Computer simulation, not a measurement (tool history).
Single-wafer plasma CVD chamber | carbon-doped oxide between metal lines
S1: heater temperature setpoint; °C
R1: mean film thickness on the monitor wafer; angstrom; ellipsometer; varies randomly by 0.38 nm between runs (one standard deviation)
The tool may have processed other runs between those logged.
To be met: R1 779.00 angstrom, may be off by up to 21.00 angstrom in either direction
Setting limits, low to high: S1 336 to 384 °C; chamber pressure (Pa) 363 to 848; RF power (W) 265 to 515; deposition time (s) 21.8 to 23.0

{"run": 1, "day": 0.0, "S1": 360, "chamber pressure (Pa)": 605, "RF power (W)": 390, "deposition time (s)": 23.0, "R1": 973.37}
{"run": 2, "day": 0.146, "S1": 361, "chamber pressure (Pa)": 583, "RF power (W)": 360, "deposition time (s)": 22.8, "R1": 897.62}
{"run": 3, "day": 0.388, "S1": 361, "chamber pressure (Pa)": 583, "RF power (W)": 360, "deposition time (s)": 23.0, "R1": 912.47}
{"run": 4, "day": 0.529, "S1": 361, "chamber pressure (Pa)": 624, "RF power (W)": 360, "deposition time (s)": 23.0, "R1": 910.0}
{"run": 5, "day": 0.654, "S1": 362, "chamber pressure (Pa)": 620, "RF power (W)": 340, "deposition time (s)": 22.9, "R1": 858.42}
{"run": 6, "day": 1.0, "S1": 364, "chamber pressure (Pa)": 617, "RF power (W)": 330, "deposition time (s)": 22.8, "R1": 832.34}
{"run": 7, "day": 1.358, "S1": 366, "chamber pressure (Pa)": 612, "RF power (W)": 325, "deposition time (s)": 22.8, "R1": 821.26}
{"run": 8, "day": 1.558, "S1": 367, "chamber pressure (Pa)": 573, "RF power (W)": 300, "deposition time (s)": 22.7, "R1": 752.19}
{"run": 9, "day": 1.683, "S1": 366, "chamber pressure (Pa)": 584, "RF power (W)": 300, "deposition time (s)": 22.7, "R1": 755.71}

Exactly one of the 5 candidate moves below puts every result within its allowed miss. Which one?
{"run": "A", "day": 1.808, "S1": 370, "chamber pressure (Pa)": 624, "RF power (W)": 305, "deposition time (s)": 21.8, "R1": "?"}
{"run": "B", "day": 1.808, "S1": 365, "chamber pressure (Pa)": 555, "RF power (W)": 295, "deposition time (s)": 22.5, "R1": "?"}
{"run": "C", "day": 1.808, "S1": 366, "chamber pressure (Pa)": 532, "RF power (W)": 310, "deposition time (s)": 21.8, "R1": "?"}
{"run": "D", "day": 1.808, "S1": 365, "chamber pressure (Pa)": 549, "RF power (W)": 295, "deposition time (s)": 21.8, "R1": "?"}
{"run": "E", "day": 1.808, "S1": 362, "chamber pressure (Pa)": 579, "RF power (W)": 300, "deposition time (s)": 23.0, "R1": "?"}

move=A R1=726.71
move=B R1=728.73
move=C R1=732.30
move=D R1=705.71
move=E R1=765.39
A: its largest miss is bigger than the last run's
B: its largest miss is bigger than the last run's
C: its largest miss is bigger than the last run's
D: its largest miss is bigger than the last run's
E: every result lands within tolerance
Answer: E

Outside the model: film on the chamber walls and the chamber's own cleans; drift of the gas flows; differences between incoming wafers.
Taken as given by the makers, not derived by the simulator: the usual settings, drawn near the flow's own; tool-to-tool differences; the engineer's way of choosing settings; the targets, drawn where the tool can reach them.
